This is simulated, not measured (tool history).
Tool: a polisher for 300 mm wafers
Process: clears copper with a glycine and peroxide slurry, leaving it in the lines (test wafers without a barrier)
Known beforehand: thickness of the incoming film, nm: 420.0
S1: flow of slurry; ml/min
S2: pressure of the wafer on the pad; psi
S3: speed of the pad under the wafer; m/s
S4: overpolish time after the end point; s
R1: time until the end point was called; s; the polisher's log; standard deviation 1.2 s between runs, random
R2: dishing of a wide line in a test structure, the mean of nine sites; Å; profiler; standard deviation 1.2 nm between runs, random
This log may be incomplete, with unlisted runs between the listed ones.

| run | hour | S1 | S2 | S3 | S4 | R1 | R2 |
|---|---|---|---|---|---|---|---|
| 1 | 0 | 150 | 3.1 | 0.84 | 18 | 91.074 | 546.13 |
| 2 | 6.2 | 150 | 3.2 | 0.84 | 17 | 90.749 | 546.97 |
| 3 | 10.9 | 150 | 3.3 | 0.86 | 16 | 89.67 | 538.83 |
| 4 | 18.5 | 180 | 3.3 | 0.86 | 16 | 83.163 | 542.07 |
| 5 | 21.2 | 180 | 3.3 | 0.76 | 16 | 90.98 | 497.14 |
| 6 | 24 | 165 | 3.3 | 0.76 | 16 | 94.529 | 495.63 |
| 7 | 25.3 | 170 | 3.4 | 0.76 | 15 | 93.732 | 467.2 |
| 8 | 29 | 175 | 3.6 | 0.76 | 15 | 87.302 | 480.77 |
| 9 | 37.1 | 175 | 3.7 | 0.76 | 15 | 87.53 | 505.13 |
| 10 | 43.7 | 180 | 4.6 | 0.86 | 8 | 66.852 | 376.94 |

What will run 11 give?
| 11 | 50.1 | 180 | 4.6 | 0.86 | 8 | ? | ? |

{"run 11": {"R1": 67.625, "R2": 368.76}}

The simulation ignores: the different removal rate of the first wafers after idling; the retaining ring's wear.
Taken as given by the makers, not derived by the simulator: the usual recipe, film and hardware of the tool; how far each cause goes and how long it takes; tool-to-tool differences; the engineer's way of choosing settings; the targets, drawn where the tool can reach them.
